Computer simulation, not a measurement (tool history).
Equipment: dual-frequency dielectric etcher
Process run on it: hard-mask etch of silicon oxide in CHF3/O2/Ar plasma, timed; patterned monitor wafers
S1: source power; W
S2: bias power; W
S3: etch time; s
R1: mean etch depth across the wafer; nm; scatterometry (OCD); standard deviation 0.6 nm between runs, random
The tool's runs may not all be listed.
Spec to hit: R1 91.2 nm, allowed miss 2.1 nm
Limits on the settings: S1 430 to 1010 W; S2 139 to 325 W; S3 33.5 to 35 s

| run | day | S1 | S2 | S3 | R1 |
|---|---|---|---|---|---|
| 1 | 0 | 720 | 232 | 33.5 | 75.947 |
| 2 | 0.129 | 640 | 232 | 33.5 | 71.535 |
| 3 | 0.312 | 740 | 238 | 33.5 | 77.392 |
| 4 | 0.362 | 810 | 238 | 33.5 | 81.379 |
| 5 | 0.712 | 810 | 238 | 33.5 | 80.759 |
| 6 | 1.054 | 810 | 260 | 33.5 | 83.769 |
| 7 | 1.396 | 850 | 263 | 33.5 | 86.851 |
| 8 | 1.612 | 870 | 264 | 33.5 | 87.023 |
| 9 | 1.983 | 890 | 266 | 33.5 | 87.892 |

Which single option among these 5 for the next run brings every result within its allowed miss of target? Just one does.
| A | 2.354 | 900 | 242 | 34 | ? |
| B | 2.354 | 970 | 218 | 33.5 | ? |
| C | 2.354 | 820 | 249 | 34 | ? |
| D | 2.354 | 840 | 225 | 35 | ? |
| E | 2.354 | 990 | 238 | 34.5 | ? |

| move | R1 |
|---|---|
| A | 87.608 |
| B | 85.547 |
| C | 84.941 |
| D | 84.769 |
| E | 92.178 |
A: moves away from the targets compared with the last run
B: moves away from the targets compared with the last run
C: moves away from the targets compared with the last run
D: moves away from the targets compared with the last run
E: each result inside its tolerance
So the answer is move E, the one that meets all the targets.
